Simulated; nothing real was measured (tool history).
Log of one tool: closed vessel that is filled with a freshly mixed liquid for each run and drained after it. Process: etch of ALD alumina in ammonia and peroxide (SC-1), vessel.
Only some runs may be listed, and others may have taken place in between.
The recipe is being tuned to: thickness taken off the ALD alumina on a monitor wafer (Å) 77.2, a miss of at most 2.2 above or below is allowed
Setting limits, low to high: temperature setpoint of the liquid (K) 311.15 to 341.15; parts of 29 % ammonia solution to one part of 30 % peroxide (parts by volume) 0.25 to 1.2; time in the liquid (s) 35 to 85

run	hour	temperature setpoint of the liquid (K)	parts of 29 % ammonia solution to one part of 30 % peroxide (parts by volume)	time in the liquid (s)	thickness taken off the ALD alumina on a monitor wafer (Å)
1	0	325.15	0.95	85	64.428
2	5	325.15	1.1	85	64.577
3	10.7	321.15	1.1	85	52.142
4	11.3	315.65	1.1	85	38.246
5	12.3	318.65	1.1	85	45.509
6	19.9	311.65	1.1	85	30.229
7	28.1	313.65	1.1	85	34.092
8	31.8	315.65	1.1	85	38.089
9	40.4	317.15	1.1	85	41.968

Of the 4 settings listed for the next run, only one would bring every result within its allowed miss of target. Which one?
A	49	328.15	1.2	85	?
B	49	322.65	1.1	85	?
C	49	330.15	1.2	85	?
D	49	323.65	1.15	85	?

move	thickness taken off the ALD alumina on a monitor wafer (Å)
A	77.844
B	57.329
C	86.502
D	60.825
A: every result within its allowed miss
B: moves toward the targets from the last run without getting all of them in spec
C: takes the result that was furthest off past its target
D: moves toward the targets from the last run without getting all of them in spec
Move A is the one to make.

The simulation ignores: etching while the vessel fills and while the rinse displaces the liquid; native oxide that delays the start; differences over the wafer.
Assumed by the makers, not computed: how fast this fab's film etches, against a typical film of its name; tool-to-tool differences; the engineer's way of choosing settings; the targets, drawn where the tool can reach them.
